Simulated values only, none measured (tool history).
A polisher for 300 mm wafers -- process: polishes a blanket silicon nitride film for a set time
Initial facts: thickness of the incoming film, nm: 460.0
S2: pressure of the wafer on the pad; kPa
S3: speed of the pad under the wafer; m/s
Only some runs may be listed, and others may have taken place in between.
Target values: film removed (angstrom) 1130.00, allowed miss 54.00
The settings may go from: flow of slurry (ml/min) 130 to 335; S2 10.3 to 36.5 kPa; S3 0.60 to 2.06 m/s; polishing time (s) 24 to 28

run 1 day=0.000 | flow_of_slurry_(ml/min)=215 S2=23.4 S3=1.32 polishing_time_(s)=28 | film_removed_(angstrom)=654.02
run 2 day=0.046 | flow_of_slurry_(ml/min)=165 S2=23.4 S3=1.32 polishing_time_(s)=28 | film_removed_(angstrom)=615.74
run 3 day=0.171 | flow_of_slurry_(ml/min)=165 S2=23.4 S3=1.00 polishing_time_(s)=28 | film_removed_(angstrom)=507.68
run 4 day=0.292 | flow_of_slurry_(ml/min)=175 S2=26.2 S3=1.06 polishing_time_(s)=28 | film_removed_(angstrom)=589.94
run 5 day=0.579 | flow_of_slurry_(ml/min)=175 S2=26.2 S3=1.06 polishing_time_(s)=24 | film_removed_(angstrom)=515.64
run 6 day=0.767 | flow_of_slurry_(ml/min)=180 S2=28.3 S3=1.18 polishing_time_(s)=24 | film_removed_(angstrom)=584.42
run 7 day=0.862 | flow_of_slurry_(ml/min)=185 S2=29.6 S3=1.30 polishing_time_(s)=24 | film_removed_(angstrom)=672.47
run 8 day=0.933 | flow_of_slurry_(ml/min)=190 S2=31.0 S3=1.38 polishing_time_(s)=24 | film_removed_(angstrom)=738.30
run 9 day=1.100 | flow_of_slurry_(ml/min)=195 S2=32.4 S3=1.44 polishing_time_(s)=24 | film_removed_(angstrom)=782.45
run 10 day=1.321 | flow_of_slurry_(ml/min)=200 S2=33.1 S3=1.52 polishing_time_(s)=24 | film_removed_(angstrom)=876.57
run 11 day=1.362 | flow_of_slurry_(ml/min)=205 S2=33.8 S3=1.56 polishing_time_(s)=24 | film_removed_(angstrom)=876.02
run 12 day=1.442 | flow_of_slurry_(ml/min)=205 S2=34.5 S3=1.62 polishing_time_(s)=24 | film_removed_(angstrom)=945.49
run 13 day=1.642 | flow_of_slurry_(ml/min)=205 S2=35.2 S3=1.66 polishing_time_(s)=24 | film_removed_(angstrom)=948.01
run 14 day=1.842 | flow_of_slurry_(ml/min)=210 S2=35.2 S3=1.70 polishing_time_(s)=24 | film_removed_(angstrom)=1014.70
run 15 day=2.154 | flow_of_slurry_(ml/min)=215 S2=35.2 S3=1.72 polishing_time_(s)=24 | film_removed_(angstrom)=978.99
run 16 day=2.346 | flow_of_slurry_(ml/min)=215 S2=35.2 S3=1.76 polishing_time_(s)=24 | film_removed_(angstrom)=1000.60
run 17 day=2.454 | flow_of_slurry_(ml/min)=215 S2=35.2 S3=1.78 polishing_time_(s)=24 | film_removed_(angstrom)=1006.30
run 18 day=2.592 | flow_of_slurry_(ml/min)=215 S2=35.2 S3=1.80 polishing_time_(s)=24 | film_removed_(angstrom)=1021.60

Which of these 5 next moves meets every target?
run A day=2.729 | flow_of_slurry_(ml/min)=235 S2=36.5 S3=1.66 polishing_time_(s)=24 | film_removed_(angstrom)=?
run B day=2.729 | flow_of_slurry_(ml/min)=165 S2=36.5 S3=1.72 polishing_time_(s)=24 | film_removed_(angstrom)=?
run C day=2.729 | flow_of_slurry_(ml/min)=160 S2=36.5 S3=1.48 polishing_time_(s)=26 | film_removed_(angstrom)=?
run D day=2.729 | flow_of_slurry_(ml/min)=205 S2=33.1 S3=1.94 polishing_time_(s)=24 | film_removed_(angstrom)=?
run E day=2.729 | flow_of_slurry_(ml/min)=245 S2=36.5 S3=1.68 polishing_time_(s)=26 | film_removed_(angstrom)=?

move=A film_removed_(angstrom)=994.05
move=B film_removed_(angstrom)=985.61
move=C film_removed_(angstrom)=943.46
move=D film_removed_(angstrom)=1012.90
move=E film_removed_(angstrom)=1091.50
A: moves away from the targets compared with the last run
B: moves away from the targets compared with the last run
C: moves away from the targets compared with the last run
D: moves away from the targets compared with the last run
E: all results in spec
The right move is E.
